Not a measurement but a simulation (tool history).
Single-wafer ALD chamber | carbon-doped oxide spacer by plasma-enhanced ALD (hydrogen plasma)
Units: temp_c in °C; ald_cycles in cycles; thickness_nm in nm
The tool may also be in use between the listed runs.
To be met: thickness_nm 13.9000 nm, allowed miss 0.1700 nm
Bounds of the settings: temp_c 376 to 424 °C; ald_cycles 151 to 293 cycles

run 1 hour=0.0 | temp_c=400 ald_cycles=222 | thickness_nm=11.6270
run 2 hour=5.3 | temp_c=410 ald_cycles=222 | thickness_nm=11.3180
run 3 hour=9.5 | temp_c=410 ald_cycles=194 | thickness_nm=9.8620
run 4 hour=17.0 | temp_c=417 ald_cycles=194 | thickness_nm=9.6692
run 5 hour=21.1 | temp_c=412 ald_cycles=204 | thickness_nm=10.3450
run 6 hour=29.9 | temp_c=402 ald_cycles=204 | thickness_nm=10.6170
run 7 hour=34.3 | temp_c=399 ald_cycles=212 | thickness_nm=11.1000
run 8 hour=36.3 | temp_c=396 ald_cycles=218 | thickness_nm=11.4200
run 9 hour=43.5 | temp_c=394 ald_cycles=224 | thickness_nm=11.7010
run 10 hour=50.7 | temp_c=393 ald_cycles=230 | thickness_nm=12.0590
run 11 hour=52.8 | temp_c=392 ald_cycles=235 | thickness_nm=12.2800
run 12 hour=55.8 | temp_c=391 ald_cycles=240 | thickness_nm=12.5560
run 13 hour=62.0 | temp_c=390 ald_cycles=244 | thickness_nm=12.8220
run 14 hour=67.0 | temp_c=389 ald_cycles=247 | thickness_nm=12.9130
run 15 hour=70.7 | temp_c=388 ald_cycles=250 | thickness_nm=13.1280
run 16 hour=73.8 | temp_c=387 ald_cycles=252 | thickness_nm=13.1760
run 17 hour=79.3 | temp_c=387 ald_cycles=254 | thickness_nm=13.3400

Which of these 5 next moves meets every target?
run A hour=84.8 | temp_c=394 ald_cycles=256 | thickness_nm=?
run B hour=84.8 | temp_c=396 ald_cycles=245 | thickness_nm=?
run C hour=84.8 | temp_c=391 ald_cycles=251 | thickness_nm=?
run D hour=84.8 | temp_c=380 ald_cycles=266 | thickness_nm=?
run E hour=84.8 | temp_c=398 ald_cycles=273 | thickness_nm=?

move=A thickness_nm=13.3300
move=B thickness_nm=12.7570
move=C thickness_nm=13.0700
move=D thickness_nm=13.8510
move=E thickness_nm=14.2150
A: as far off as the last run
B: further off than the last run
C: further off than the last run
D: meets every target
E: takes the result that was furthest off past its target
Move D is the one to make.

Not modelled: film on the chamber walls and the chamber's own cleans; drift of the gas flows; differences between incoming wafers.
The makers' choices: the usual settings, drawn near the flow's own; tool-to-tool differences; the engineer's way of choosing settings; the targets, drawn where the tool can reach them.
